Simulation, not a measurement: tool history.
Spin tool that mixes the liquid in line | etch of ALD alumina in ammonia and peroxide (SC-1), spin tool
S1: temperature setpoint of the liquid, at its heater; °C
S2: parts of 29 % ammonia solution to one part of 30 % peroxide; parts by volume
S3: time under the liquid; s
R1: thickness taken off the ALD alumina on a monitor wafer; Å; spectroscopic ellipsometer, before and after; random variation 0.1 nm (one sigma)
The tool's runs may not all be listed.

{"run": 1, "hour": 0.0, "S1": 47, "S2": 0.7, "S3": 230, "R1": 133.77}
{"run": 2, "hour": 3.3, "S1": 47, "S2": 0.55, "S3": 230, "R1": 132.01}
{"run": 3, "hour": 9.7, "S1": 47, "S2": 0.55, "S3": 230, "R1": 131.98}
{"run": 4, "hour": 14.8, "S1": 47, "S2": 0.8, "S3": 230, "R1": 135.01}
{"run": 5, "hour": 21.9, "S1": 48, "S2": 0.8, "S3": 230, "R1": 144.49}
{"run": 6, "hour": 24.6, "S1": 48, "S2": 1, "S3": 230, "R1": 144.85}
{"run": 7, "hour": 28.6, "S1": 49, "S2": 1, "S3": 230, "R1": 154.22}

The next listed run, before its measurement:
{"run": 8, "hour": 37.4, "S1": 49.5, "S2": 1, "S3": 230, "R1": "?"}

{"run 8": {"R1": 157.38}}

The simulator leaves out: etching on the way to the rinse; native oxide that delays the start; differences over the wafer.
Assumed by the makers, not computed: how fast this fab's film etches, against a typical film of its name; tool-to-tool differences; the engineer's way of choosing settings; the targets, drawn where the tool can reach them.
